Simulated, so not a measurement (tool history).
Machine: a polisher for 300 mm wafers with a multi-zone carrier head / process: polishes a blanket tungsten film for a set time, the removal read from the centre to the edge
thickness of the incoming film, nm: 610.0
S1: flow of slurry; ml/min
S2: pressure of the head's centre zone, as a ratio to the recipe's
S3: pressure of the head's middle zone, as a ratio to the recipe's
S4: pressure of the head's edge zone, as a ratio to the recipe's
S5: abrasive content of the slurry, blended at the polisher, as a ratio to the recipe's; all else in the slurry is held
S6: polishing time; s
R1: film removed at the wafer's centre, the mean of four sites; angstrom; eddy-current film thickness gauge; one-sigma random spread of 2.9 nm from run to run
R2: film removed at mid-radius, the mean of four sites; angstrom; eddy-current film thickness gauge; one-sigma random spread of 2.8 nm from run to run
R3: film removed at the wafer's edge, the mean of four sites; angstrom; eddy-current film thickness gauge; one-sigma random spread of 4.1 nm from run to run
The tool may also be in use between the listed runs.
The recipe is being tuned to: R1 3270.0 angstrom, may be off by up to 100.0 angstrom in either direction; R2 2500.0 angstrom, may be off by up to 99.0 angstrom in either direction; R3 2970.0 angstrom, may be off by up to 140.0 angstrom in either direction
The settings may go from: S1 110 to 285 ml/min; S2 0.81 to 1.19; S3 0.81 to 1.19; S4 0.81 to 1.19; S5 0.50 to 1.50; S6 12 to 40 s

| run | hour | S1 | S2 | S3 | S4 | S5 | S6 | R1 | R2 | R3 |
|---|---|---|---|---|---|---|---|---|---|---|
| 1 | 0.0 | 180 | 1.00 | 1.00 | 1.00 | 1.00 | 26 | 2175.6 | 2152.3 | 2202.8 |
| 2 | 1.1 | 145 | 1.00 | 1.00 | 1.00 | 1.00 | 26 | 2063.5 | 2056.8 | 2049.5 |
| 3 | 1.7 | 175 | 1.05 | 0.99 | 1.03 | 1.10 | 26 | 2328.8 | 2149.3 | 2252.5 |
| 4 | 4.9 | 200 | 1.08 | 0.99 | 1.06 | 1.20 | 26 | 2496.2 | 2231.4 | 2364.5 |
| 5 | 6.1 | 200 | 1.08 | 0.99 | 1.12 | 1.20 | 26 | 2520.8 | 2273.0 | 2395.1 |
| 6 | 10.2 | 200 | 1.02 | 0.99 | 1.12 | 1.20 | 26 | 2367.9 | 2233.0 | 2372.3 |
| 7 | 13.6 | 215 | 1.05 | 0.97 | 1.13 | 1.30 | 27 | 2603.9 | 2346.9 | 2533.3 |
| 8 | 22.4 | 220 | 1.07 | 0.95 | 1.15 | 1.35 | 28 | 2794.6 | 2427.0 | 2679.7 |
| 9 | 28.2 | 225 | 1.09 | 0.93 | 1.16 | 1.40 | 28 | 2839.1 | 2405.2 | 2801.9 |
| 10 | 35.7 | 235 | 1.12 | 0.93 | 1.15 | 1.40 | 28 | 3033.3 | 2434.9 | 2741.6 |

5 candidate next runs follow, results not yet known. Just one meets every target within its allowed miss. Identify it.
| A | 43.2 | 180 | 0.99 | 0.92 | 1.19 | 1.45 | 30 | ? | ? | ? |
| B | 43.2 | 245 | 1.15 | 1.11 | 1.07 | 1.30 | 25 | ? | ? | ? |
| C | 43.2 | 255 | 1.19 | 0.97 | 1.13 | 1.40 | 28 | ? | ? | ? |
| D | 43.2 | 265 | 1.13 | 0.99 | 1.17 | 1.40 | 25 | ? | ? | ? |
| E | 43.2 | 220 | 1.14 | 0.87 | 1.11 | 1.50 | 30 | ? | ? | ? |

| move | R1 | R2 | R3 |
|---|---|---|---|
| A | 2734.8 | 2494.1 | 2916.4 |
| B | 2718.6 | 2480.1 | 2368.4 |
| C | 3223.6 | 2534.4 | 2758.3 |
| D | 2746.1 | 2313.0 | 2495.5 |
| E | 3291.9 | 2476.2 | 2952.3 |
A: its largest miss is bigger than the last run's
B: its largest miss is bigger than the last run's
C: the furthest-off result lands on target, but another misses its tolerance
D: its largest miss is bigger than the last run's
E: all results in spec
The right move is E.
